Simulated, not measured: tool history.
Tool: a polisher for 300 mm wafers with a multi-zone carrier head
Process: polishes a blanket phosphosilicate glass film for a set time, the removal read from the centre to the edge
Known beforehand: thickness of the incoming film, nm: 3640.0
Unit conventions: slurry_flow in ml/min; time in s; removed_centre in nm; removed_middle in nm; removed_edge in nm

run,hour,slurry_flow,centre_zone,middle_zone,edge_zone,slurry_solids,time,removed_centre,removed_middle,removed_edge
1,0,240,1,1,1,1,85,918.47,886.43,911.3
2,3.6,235,0.98,0.99,0.98,0.95,84,843.79,843.99,873.19
3,6.5,235,0.97,0.98,0.96,0.9,83,806.98,808.07,832.42
4,10.2,235,0.97,0.94,0.96,0.9,83,814.71,787.13,808.46
5,18.4,235,0.97,0.94,0.92,0.9,83,797.61,791.47,813.47
6,21.2,205,0.97,0.94,0.92,0.9,83,780.02,773.47,797.76

What will run 7 give?
7,29,200,0.95,0.93,0.91,0.85,83,?,?,?

For run 7 the tool returned removed_centre 745.89 nm, removed_middle 733.74 nm, removed_edge 766.95 nm.
